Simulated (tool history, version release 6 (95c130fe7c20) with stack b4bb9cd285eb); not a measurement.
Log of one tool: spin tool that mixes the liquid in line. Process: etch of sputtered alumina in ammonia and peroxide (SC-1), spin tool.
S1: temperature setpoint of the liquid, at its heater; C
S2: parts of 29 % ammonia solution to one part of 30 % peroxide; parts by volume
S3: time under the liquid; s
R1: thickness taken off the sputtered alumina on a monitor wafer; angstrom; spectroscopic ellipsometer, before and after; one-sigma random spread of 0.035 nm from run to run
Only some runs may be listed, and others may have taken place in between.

run	day	S1	S2	S3	R1
1	0.000	50.0	0.7	240	112.070
2	0.125	47.0	0.7	240	95.654
3	0.200	45.0	0.7	240	84.997
4	0.562	45.0	0.8	240	85.563
5	0.704	43.5	0.8	240	79.578
6	1.004	42.5	0.8	240	74.034

Run 7 is up next; what results do you expect?
7	1.192	42.0	0.8	240	?

For run 7 the tool returned R1 72.206 angstrom.
